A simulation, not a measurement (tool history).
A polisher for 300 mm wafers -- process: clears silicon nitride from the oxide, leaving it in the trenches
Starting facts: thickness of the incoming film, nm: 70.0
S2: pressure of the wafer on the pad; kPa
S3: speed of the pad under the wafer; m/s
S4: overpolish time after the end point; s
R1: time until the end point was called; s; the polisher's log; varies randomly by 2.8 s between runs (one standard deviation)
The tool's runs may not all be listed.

run 1 hour=0 | flow_of_slurry_(ml/min)=280 S2=20.7 S3=0.8 S4=4 | R1=69.116
run 2 hour=2.9 | flow_of_slurry_(ml/min)=335 S2=20.7 S3=0.8 S4=4 | R1=70.307
run 3 hour=8.2 | flow_of_slurry_(ml/min)=335 S2=16.5 S3=0.8 S4=4 | R1=84.964
run 4 hour=15.7 | flow_of_slurry_(ml/min)=335 S2=19.3 S3=0.8 S4=4 | R1=75.207
run 5 hour=18.8 | flow_of_slurry_(ml/min)=335 S2=16.5 S3=0.72 S4=4 | R1=96.273
run 6 hour=26.1 | flow_of_slurry_(ml/min)=335 S2=14.5 S3=0.68 S4=4 | R1=114.32
run 7 hour=27.6 | flow_of_slurry_(ml/min)=335 S2=13.1 S3=0.66 S4=4 | R1=128.62
run 8 hour=30.5 | flow_of_slurry_(ml/min)=335 S2=12.4 S3=0.64 S4=4 | R1=143

Estimate the outcome of run 9 from the log above:
run 9 hour=39.5 | flow_of_slurry_(ml/min)=335 S2=11.7 S3=0.64 S4=4 | R1=?

R1: 152.85 s

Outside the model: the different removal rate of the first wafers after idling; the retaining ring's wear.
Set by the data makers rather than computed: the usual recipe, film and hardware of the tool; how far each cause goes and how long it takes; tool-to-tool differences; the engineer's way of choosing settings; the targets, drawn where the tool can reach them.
